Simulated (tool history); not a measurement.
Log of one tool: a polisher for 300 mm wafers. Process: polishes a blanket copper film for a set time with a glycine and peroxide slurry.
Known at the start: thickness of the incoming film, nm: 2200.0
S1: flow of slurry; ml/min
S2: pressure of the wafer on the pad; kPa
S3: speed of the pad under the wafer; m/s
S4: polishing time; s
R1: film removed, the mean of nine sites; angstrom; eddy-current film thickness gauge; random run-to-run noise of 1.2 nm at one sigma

| run | hour | S1 | S2 | S3 | S4 | R1 |
|---|---|---|---|---|---|---|
| 1 | 0 | 290 | 15.9 | 1.18 | 32 | 2033.4 |
| 2 | 7.8 | 290 | 15.9 | 1.38 | 32 | 2217.6 |
| 3 | 12.7 | 290 | 15.9 | 1.38 | 32 | 2237.2 |
| 4 | 14.7 | 290 | 15.9 | 1.62 | 32 | 2446 |
| 5 | 18.9 | 290 | 14.5 | 1.6 | 32 | 2228.7 |
| 6 | 22.9 | 290 | 14.5 | 1.6 | 32 | 2266.2 |

Run 7 has not been measured yet. What should we expect?
| 7 | 26.8 | 290 | 13.8 | 1.58 | 32 | ? |

{"run 7": {"R1": 2167.1}}

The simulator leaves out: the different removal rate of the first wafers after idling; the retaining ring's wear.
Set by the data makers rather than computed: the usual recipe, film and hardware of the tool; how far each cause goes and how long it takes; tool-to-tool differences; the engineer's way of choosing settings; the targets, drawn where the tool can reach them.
